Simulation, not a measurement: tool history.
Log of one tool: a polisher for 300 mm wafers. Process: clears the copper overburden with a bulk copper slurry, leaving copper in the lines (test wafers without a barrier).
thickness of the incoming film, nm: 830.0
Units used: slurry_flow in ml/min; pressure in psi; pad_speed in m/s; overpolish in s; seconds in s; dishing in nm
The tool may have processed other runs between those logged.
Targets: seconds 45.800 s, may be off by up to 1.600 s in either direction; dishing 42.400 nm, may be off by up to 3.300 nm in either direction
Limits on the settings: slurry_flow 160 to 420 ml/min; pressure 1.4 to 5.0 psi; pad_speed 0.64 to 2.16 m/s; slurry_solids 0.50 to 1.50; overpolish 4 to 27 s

run	hour	slurry_flow	pressure	pad_speed	slurry_solids	overpolish	seconds	dishing
1	0.0	270	3.2	1.40	1.00	14	54.222	41.189
2	1.2	270	3.2	1.12	1.00	14	66.110	39.634
3	9.2	270	3.2	1.12	1.10	14	64.445	41.270
4	12.1	270	3.2	1.12	0.95	14	67.181	40.379
5	12.9	270	3.2	0.82	0.95	14	86.524	35.788
6	15.6	270	3.6	0.82	0.95	14	77.594	38.602
7	20.3	275	3.9	0.86	0.95	12	69.039	38.506
8	23.6	275	4.2	0.90	0.95	11	62.861	38.408
9	32.0	275	4.4	0.94	0.95	11	57.398	41.049
10	38.0	280	5.0	1.00	0.95	5	47.509	31.735

Which single option among these 4 for the next run brings every result within its allowed miss of target? Just one does.
A	44.0	285	4.9	1.18	0.85	11	?	?
B	44.0	200	5.0	1.10	0.90	12	?	?
C	44.0	295	5.0	1.12	0.75	4	?	?
D	44.0	265	4.2	1.16	0.95	11	?	?

move	seconds	dishing
A	42.827	42.812
B	45.963	42.991
C	45.094	28.809
D	49.632	41.139
A: puts the biggest miss on target and leaves a different result outside tolerance
B: each result inside its tolerance
C: misses by more than the last run did
D: puts the biggest miss on target and leaves a different result outside tolerance
Correct choice: B, which meets every target
